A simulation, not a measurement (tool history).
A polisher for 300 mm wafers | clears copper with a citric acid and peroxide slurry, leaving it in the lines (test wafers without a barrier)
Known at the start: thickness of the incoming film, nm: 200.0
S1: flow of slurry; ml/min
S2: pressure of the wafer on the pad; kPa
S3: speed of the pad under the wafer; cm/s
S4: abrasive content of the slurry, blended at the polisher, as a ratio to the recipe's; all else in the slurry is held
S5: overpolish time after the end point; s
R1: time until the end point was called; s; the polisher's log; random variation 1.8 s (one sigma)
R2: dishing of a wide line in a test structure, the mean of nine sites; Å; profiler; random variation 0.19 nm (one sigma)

run 1 hour=0.0 | S1=175 S2=15.2 S3=88 S4=1.0 S5=11 | R1=124.68 R2=133.52
run 2 hour=1.2 | S1=170 S2=14.5 S3=88 S4=1.0 S5=12 | R1=130.93 R2=136.27
run 3 hour=2.4 | S1=165 S2=13.8 S3=88 S4=1.0 S5=13 | R1=136.87 R2=137.43
run 4 hour=4.6 | S1=160 S2=13.1 S3=88 S4=1.0 S5=14 | R1=144.12 R2=143.03
run 5 hour=12.1 | S1=160 S2=13.1 S3=106 S4=1.0 S5=14 | R1=120.00 R2=165.82
run 6 hour=19.6 | S1=145 S2=13.1 S3=106 S4=1.0 S5=14 | R1=124.35 R2=165.55
run 7 hour=25.1 | S1=110 S2=9.0 S3=106 S4=1.0 S5=17 | R1=191.82 R2=131.99
run 8 hour=33.8 | S1=120 S2=9.0 S3=106 S4=1.0 S5=17 | R1=188.28 R2=132.55
run 9 hour=38.7 | S1=130 S2=9.0 S3=106 S4=1.0 S5=17 | R1=181.86 R2=138.67

The next listed run, before its measurement:
run 10 hour=42.6 | S1=140 S2=9.0 S3=106 S4=1.0 S5=17 | R1=? R2=?

R1: 180.68 s
R2: 138.56 Å
